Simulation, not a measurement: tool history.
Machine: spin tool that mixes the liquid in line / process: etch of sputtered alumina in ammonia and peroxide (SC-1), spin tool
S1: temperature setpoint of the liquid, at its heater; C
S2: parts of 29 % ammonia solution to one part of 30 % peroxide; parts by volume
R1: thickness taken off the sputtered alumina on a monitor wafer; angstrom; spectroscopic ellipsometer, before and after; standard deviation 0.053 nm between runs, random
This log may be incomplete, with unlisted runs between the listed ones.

{"run": 1, "hour": 0.0, "S1": 55.0, "S2": 0.6, "time under the liquid (s)": 75, "R1": 67.147}
{"run": 2, "hour": 3.2, "S1": 60.0, "S2": 0.6, "time under the liquid (s)": 75, "R1": 87.161}
{"run": 3, "hour": 11.7, "S1": 61.0, "S2": 0.6, "time under the liquid (s)": 75, "R1": 92.941}
{"run": 4, "hour": 15.2, "S1": 61.5, "S2": 0.6, "time under the liquid (s)": 75, "R1": 94.814}
{"run": 5, "hour": 17.5, "S1": 62.0, "S2": 0.6, "time under the liquid (s)": 75, "R1": 97.408}
{"run": 6, "hour": 24.9, "S1": 62.5, "S2": 0.6, "time under the liquid (s)": 75, "R1": 99.864}

Forecast run 7:
{"hour": 31.6, "done": "heated supply line repaired"}
{"run": 7, "hour": 31.6, "S1": 63.0, "S2": 0.6, "time under the liquid (s)": 75, "R1": "?"}

Run 7 gave R1 124.450 angstrom.
